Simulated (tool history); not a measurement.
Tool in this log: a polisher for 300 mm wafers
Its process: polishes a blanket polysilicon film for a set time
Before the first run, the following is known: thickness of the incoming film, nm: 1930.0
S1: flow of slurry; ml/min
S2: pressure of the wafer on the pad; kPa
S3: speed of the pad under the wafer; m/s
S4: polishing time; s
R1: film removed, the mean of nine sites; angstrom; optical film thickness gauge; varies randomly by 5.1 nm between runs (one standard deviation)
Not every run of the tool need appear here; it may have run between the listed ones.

run	hour	S1	S2	S3	S4	R1
1	0.0	120	23.4	0.98	54	5153.0
2	6.7	120	23.4	0.84	54	4595.7
3	15.2	120	23.4	0.70	54	3939.5
4	19.8	130	25.5	0.70	54	4386.4
5	25.8	130	25.5	0.50	54	3468.3
# hour 29.0: head pressure recalibrated
6	29.0	115	25.5	0.50	54	3210.4
7	32.5	135	28.3	0.50	54	3652.6

What will run 8 give?
8	40.6	145	30.3	0.56	54	?

Run 8 measured R1 4332.1 angstrom.
